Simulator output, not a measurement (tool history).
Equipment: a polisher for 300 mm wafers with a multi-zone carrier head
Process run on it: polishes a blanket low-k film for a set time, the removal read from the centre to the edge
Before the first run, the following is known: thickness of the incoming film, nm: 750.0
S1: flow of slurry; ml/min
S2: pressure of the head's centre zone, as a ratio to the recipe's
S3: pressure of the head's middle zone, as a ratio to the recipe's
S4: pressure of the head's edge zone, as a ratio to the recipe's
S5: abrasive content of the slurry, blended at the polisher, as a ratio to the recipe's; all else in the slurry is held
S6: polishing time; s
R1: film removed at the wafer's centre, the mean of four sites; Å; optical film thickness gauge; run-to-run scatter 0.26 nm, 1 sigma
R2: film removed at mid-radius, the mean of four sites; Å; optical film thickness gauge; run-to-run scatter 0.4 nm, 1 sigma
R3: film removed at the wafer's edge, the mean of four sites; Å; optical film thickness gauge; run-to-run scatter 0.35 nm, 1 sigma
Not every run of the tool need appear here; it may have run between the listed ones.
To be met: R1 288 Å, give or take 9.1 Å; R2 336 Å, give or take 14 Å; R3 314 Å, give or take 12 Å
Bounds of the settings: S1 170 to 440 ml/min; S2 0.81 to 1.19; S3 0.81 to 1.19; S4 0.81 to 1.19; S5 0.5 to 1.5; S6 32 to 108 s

| run | hour | S1 | S2 | S3 | S4 | S5 | S6 | R1 | R2 | R3 |
|---|---|---|---|---|---|---|---|---|---|---|
| 1 | 0 | 280 | 1 | 1 | 1 | 1 | 70 | 388.83 | 391.05 | 391.84 |
| 2 | 8.9 | 275 | 0.96 | 1 | 0.96 | 0.9 | 70 | 353.16 | 385 | 366.75 |
| 3 | 14.2 | 270 | 0.94 | 0.97 | 0.93 | 0.8 | 70 | 322.66 | 337.58 | 338.7 |
| 4 | 19.7 | 270 | 1.01 | 0.97 | 0.93 | 0.8 | 70 | 347.57 | 345.55 | 335.21 |
| 5 | 24.8 | 260 | 0.97 | 0.98 | 0.9 | 0.8 | 70 | 334.28 | 341.72 | 331.83 |
| 6 | 28.1 | 255 | 0.93 | 0.99 | 0.88 | 0.8 | 70 | 322.91 | 348.26 | 335.18 |
|  | 28.9 | slurry nozzle cleaned |
| 7 | 28.9 | 255 | 0.91 | 1 | 0.87 | 0.75 | 70 | 314.89 | 353.47 | 319.87 |
| 8 | 36.2 | 250 | 0.89 | 0.99 | 0.87 | 0.75 | 70 | 307.07 | 349.55 | 322.17 |
| 9 | 38.7 | 250 | 0.87 | 0.98 | 0.86 | 0.75 | 70 | 300.28 | 340.22 | 321.76 |

Which one of the following 5 next-run settings gets every result inside its allowed miss? There is exactly one.
| A | 41.2 | 260 | 0.98 | 1.02 | 0.81 | 0.65 | 74 | ? | ? | ? |
| B | 41.2 | 230 | 0.9 | 0.97 | 0.84 | 0.7 | 72 | ? | ? | ? |
| C | 41.2 | 250 | 0.91 | 0.93 | 0.81 | 0.8 | 69 | ? | ? | ? |
| D | 41.2 | 235 | 0.87 | 1.01 | 0.87 | 0.8 | 65 | ? | ? | ? |
| E | 41.2 | 220 | 0.99 | 0.94 | 0.81 | 0.7 | 68 | ? | ? | ? |

| move | R1 | R2 | R3 |
|---|---|---|---|
| A | 330.47 | 345.91 | 307.86 |
| B | 303.79 | 332.14 | 314.12 |
| C | 320.25 | 334.09 | 321.97 |
| D | 286.49 | 334.9 | 310.09 |
| E | 313.04 | 303.69 | 291.3 |
A: its largest miss is bigger than the last run's
B: its largest miss is bigger than the last run's
C: its largest miss is bigger than the last run's
D: meets every target
E: its largest miss is bigger than the last run's
So the answer is move D, the one that meets all the targets.

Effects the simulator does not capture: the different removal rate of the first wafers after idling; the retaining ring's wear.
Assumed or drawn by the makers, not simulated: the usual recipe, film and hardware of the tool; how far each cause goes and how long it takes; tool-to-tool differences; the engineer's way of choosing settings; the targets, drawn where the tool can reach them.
